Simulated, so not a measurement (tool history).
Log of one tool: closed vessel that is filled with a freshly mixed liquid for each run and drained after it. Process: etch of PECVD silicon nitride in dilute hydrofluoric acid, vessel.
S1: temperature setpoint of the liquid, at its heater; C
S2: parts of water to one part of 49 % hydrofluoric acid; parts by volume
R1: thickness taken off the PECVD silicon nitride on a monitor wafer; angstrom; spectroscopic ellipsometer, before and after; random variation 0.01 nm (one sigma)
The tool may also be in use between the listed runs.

Run 1, hour 0.0: S1 21.0 C, S2 65 parts by volume, time in the liquid (s) 140. Result: R1 46.955 angstrom.
Run 2, hour 6.1: S1 20.5 C, S2 70 parts by volume, time in the liquid (s) 140. Result: R1 42.274 angstrom.
Run 3, hour 10.0: S1 20.5 C, S2 70 parts by volume, time in the liquid (s) 95. Result: R1 28.646 angstrom.
Run 4, hour 16.3: S1 20.0 C, S2 70 parts by volume, time in the liquid (s) 95. Result: R1 27.627 angstrom.
Run 5, hour 18.6: S1 23.0 C, S2 70 parts by volume, time in the liquid (s) 95. Result: R1 33.780 angstrom.
Run 6, hour 24.0: S1 22.0 C, S2 70 parts by volume, time in the liquid (s) 95. Result: R1 31.718 angstrom.
Run 7, hour 29.6: S1 18.0 C, S2 75 parts by volume, time in the liquid (s) 95. Result: R1 22.476 angstrom.

Run 8 comes next. What will it give?
Run 8, hour 37.3: S1 18.0 C, S2 75 parts by volume, time in the liquid (s) 95. Result: R1 ?.

Run 8 gave R1 22.753 angstrom.

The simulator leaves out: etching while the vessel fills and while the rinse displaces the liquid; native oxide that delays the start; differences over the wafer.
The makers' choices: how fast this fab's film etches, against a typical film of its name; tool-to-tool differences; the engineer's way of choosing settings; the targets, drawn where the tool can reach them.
